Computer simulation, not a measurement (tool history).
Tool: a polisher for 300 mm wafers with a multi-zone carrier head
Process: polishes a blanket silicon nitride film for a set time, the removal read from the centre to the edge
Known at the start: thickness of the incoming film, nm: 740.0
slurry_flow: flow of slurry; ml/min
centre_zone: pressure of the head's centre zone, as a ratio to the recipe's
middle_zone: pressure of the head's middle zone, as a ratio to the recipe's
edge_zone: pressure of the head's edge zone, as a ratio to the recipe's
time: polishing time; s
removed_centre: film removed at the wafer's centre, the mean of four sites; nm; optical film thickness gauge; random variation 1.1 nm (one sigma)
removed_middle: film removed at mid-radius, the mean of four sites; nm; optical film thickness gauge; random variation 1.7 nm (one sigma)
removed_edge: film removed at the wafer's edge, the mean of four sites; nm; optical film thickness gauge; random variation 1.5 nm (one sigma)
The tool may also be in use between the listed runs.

run	hour	slurry_flow	centre_zone	middle_zone	edge_zone	time	removed_centre	removed_middle	removed_edge
1	0.0	120	1.00	1.00	1.00	90	156.34	142.85	145.48
2	5.0	120	1.00	1.00	1.06	90	158.38	146.02	149.60
3	7.1	135	1.00	1.00	1.06	90	162.63	147.95	153.42
4	12.0	125	1.01	0.99	1.02	89	158.82	144.80	146.10
5	20.8	120	1.02	0.97	0.99	88	156.50	138.84	143.64
# hour 24.1: centre zone pressure recalibrated
6	24.1	120	1.02	0.97	0.91	88	146.71	136.86	138.59
7	25.2	115	1.04	0.97	0.90	87	147.58	136.77	133.18

The next listed run, before its measurement:
8	27.9	110	1.05	0.95	0.89	86	?	?	?

{"run 8": {"removed_centre": 146.33, "removed_middle": 132.82, "removed_edge": 131.66}}

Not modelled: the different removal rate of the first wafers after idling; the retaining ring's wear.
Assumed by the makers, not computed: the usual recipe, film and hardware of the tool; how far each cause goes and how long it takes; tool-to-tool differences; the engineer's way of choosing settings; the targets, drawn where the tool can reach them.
